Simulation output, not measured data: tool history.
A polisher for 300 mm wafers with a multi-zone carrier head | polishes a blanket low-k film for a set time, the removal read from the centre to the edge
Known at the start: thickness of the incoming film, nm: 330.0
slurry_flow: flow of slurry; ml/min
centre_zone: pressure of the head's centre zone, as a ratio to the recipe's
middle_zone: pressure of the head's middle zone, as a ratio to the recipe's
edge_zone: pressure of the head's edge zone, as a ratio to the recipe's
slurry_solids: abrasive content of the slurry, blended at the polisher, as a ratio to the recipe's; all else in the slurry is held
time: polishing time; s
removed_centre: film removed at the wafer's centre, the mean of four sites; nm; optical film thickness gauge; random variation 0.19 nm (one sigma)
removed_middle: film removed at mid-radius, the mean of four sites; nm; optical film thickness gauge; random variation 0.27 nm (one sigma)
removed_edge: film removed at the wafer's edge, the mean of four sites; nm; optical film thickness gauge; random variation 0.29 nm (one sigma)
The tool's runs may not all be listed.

run 1 hour=0.0 | slurry_flow=260 centre_zone=1.00 middle_zone=1.00 edge_zone=1.00 slurry_solids=1.00 time=75 | removed_centre=33.131 removed_middle=34.186 removed_edge=31.651
run 2 hour=1.0 | slurry_flow=255 centre_zone=0.99 middle_zone=0.98 edge_zone=0.98 slurry_solids=0.95 time=75 | removed_centre=31.783 removed_middle=31.808 removed_edge=30.837
run 3 hour=4.9 | slurry_flow=255 centre_zone=0.99 middle_zone=0.98 edge_zone=0.98 slurry_solids=0.95 time=67 | removed_centre=28.473 removed_middle=28.408 removed_edge=27.028
run 4 hour=11.7 | slurry_flow=255 centre_zone=0.92 middle_zone=0.98 edge_zone=0.98 slurry_solids=0.95 time=67 | removed_centre=26.965 removed_middle=29.431 removed_edge=27.295
run 5 hour=18.9 | slurry_flow=255 centre_zone=0.92 middle_zone=1.01 edge_zone=0.98 slurry_solids=0.95 time=67 | removed_centre=27.041 removed_middle=29.647 removed_edge=27.006
-- hour=20.1 edge zone pressure recalibrated
run 6 hour=20.1 | slurry_flow=255 centre_zone=0.92 middle_zone=1.01 edge_zone=0.98 slurry_solids=0.95 time=82 | removed_centre=33.017 removed_middle=35.923 removed_edge=34.138
run 7 hour=27.2 | slurry_flow=250 centre_zone=0.94 middle_zone=0.91 edge_zone=0.88 slurry_solids=0.70 time=80 | removed_centre=24.298 removed_middle=24.311 removed_edge=24.439
run 8 hour=33.6 | slurry_flow=260 centre_zone=0.95 middle_zone=0.91 edge_zone=0.89 slurry_solids=0.70 time=80 | removed_centre=24.914 removed_middle=24.373 removed_edge=24.266
run 9 hour=39.2 | slurry_flow=260 centre_zone=0.96 middle_zone=0.91 edge_zone=0.90 slurry_solids=0.70 time=80 | removed_centre=25.105 removed_middle=24.258 removed_edge=24.327
run 10 hour=42.1 | slurry_flow=260 centre_zone=0.97 middle_zone=0.91 edge_zone=0.92 slurry_solids=0.70 time=80 | removed_centre=25.486 removed_middle=24.390 removed_edge=24.275
run 11 hour=43.9 | slurry_flow=250 centre_zone=0.97 middle_zone=0.91 edge_zone=0.94 slurry_solids=0.70 time=80 | removed_centre=25.110 removed_middle=24.426 removed_edge=24.666

The next listed run, before its measurement:
run 12 hour=46.8 | slurry_flow=320 centre_zone=1.02 middle_zone=0.92 edge_zone=1.01 slurry_solids=0.75 time=80 | removed_centre=? removed_middle=? removed_edge=?

Run 12 gave removed_centre 28.664 nm, removed_middle 26.715 nm, removed_edge 28.069 nm.

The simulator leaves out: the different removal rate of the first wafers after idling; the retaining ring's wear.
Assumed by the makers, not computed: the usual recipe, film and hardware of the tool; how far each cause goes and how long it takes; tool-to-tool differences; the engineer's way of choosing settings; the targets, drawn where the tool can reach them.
